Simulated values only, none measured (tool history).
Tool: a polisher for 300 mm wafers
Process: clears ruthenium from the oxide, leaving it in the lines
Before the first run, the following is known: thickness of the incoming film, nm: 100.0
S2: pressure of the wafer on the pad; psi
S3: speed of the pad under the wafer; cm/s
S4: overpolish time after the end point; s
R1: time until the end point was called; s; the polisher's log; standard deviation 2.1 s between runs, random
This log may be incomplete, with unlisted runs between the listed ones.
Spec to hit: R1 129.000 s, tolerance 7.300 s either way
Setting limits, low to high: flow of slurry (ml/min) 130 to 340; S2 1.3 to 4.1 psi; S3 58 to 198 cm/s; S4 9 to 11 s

{"run": 1, "day": 0.0, "flow of slurry (ml/min)": 220, "S2": 2.7, "S3": 128, "S4": 11, "R1": 63.109}
{"run": 2, "day": 0.167, "flow of slurry (ml/min)": 220, "S2": 2.5, "S3": 124, "S4": 11, "R1": 70.223}
{"run": 3, "day": 0.45, "flow of slurry (ml/min)": 220, "S2": 2.5, "S3": 144, "S4": 11, "R1": 62.371}
{"run": 4, "day": 0.592, "flow of slurry (ml/min)": 260, "S2": 2.5, "S3": 144, "S4": 11, "R1": 60.126}
{"run": 5, "day": 0.642, "flow of slurry (ml/min)": 315, "S2": 2.5, "S3": 144, "S4": 11, "R1": 58.67}
{"run": 6, "day": 0.8, "flow of slurry (ml/min)": 315, "S2": 2.3, "S3": 138, "S4": 11, "R1": 65.949}
{"run": 7, "day": 0.992, "flow of slurry (ml/min)": 315, "S2": 2.3, "S3": 138, "S4": 11, "R1": 65.669}
{"run": 8, "day": 1.162, "flow of slurry (ml/min)": 315, "S2": 2.2, "S3": 132, "S4": 11, "R1": 72.218}
{"run": 9, "day": 1.425, "flow of slurry (ml/min)": 315, "S2": 2.1, "S3": 128, "S4": 11, "R1": 77.53}
{"run": 10, "day": 1.788, "flow of slurry (ml/min)": 315, "S2": 2.0, "S3": 124, "S4": 11, "R1": 81.36}
{"run": 11, "day": 1.983, "flow of slurry (ml/min)": 315, "S2": 2.0, "S3": 124, "S4": 11, "R1": 83.011}
{"run": 12, "day": 2.333, "flow of slurry (ml/min)": 315, "S2": 1.9, "S3": 120, "S4": 11, "R1": 91.79}
{"run": 13, "day": 2.533, "flow of slurry (ml/min)": 315, "S2": 1.8, "S3": 118, "S4": 11, "R1": 96.141}

Exactly one of the 4 candidate moves below puts every result within its allowed miss. Which one?
{"run": "A", "day": 2.733, "flow of slurry (ml/min)": 295, "S2": 1.4, "S3": 108, "S4": 11, "R1": "?"}
{"run": "B", "day": 2.733, "flow of slurry (ml/min)": 335, "S2": 2.2, "S3": 120, "S4": 9, "R1": "?"}
{"run": "C", "day": 2.733, "flow of slurry (ml/min)": 320, "S2": 2.9, "S3": 130, "S4": 11, "R1": "?"}
{"run": "D", "day": 2.733, "flow of slurry (ml/min)": 335, "S2": 1.5, "S3": 86, "S4": 11, "R1": "?"}

move=A R1=129.590
move=B R1=78.480
move=C R1=56.882
move=D R1=150.550
A: in spec on every target
B: the biggest miss grows against the last run
C: the biggest miss grows against the last run
D: takes the result that was furthest off past its target
A meets every target.

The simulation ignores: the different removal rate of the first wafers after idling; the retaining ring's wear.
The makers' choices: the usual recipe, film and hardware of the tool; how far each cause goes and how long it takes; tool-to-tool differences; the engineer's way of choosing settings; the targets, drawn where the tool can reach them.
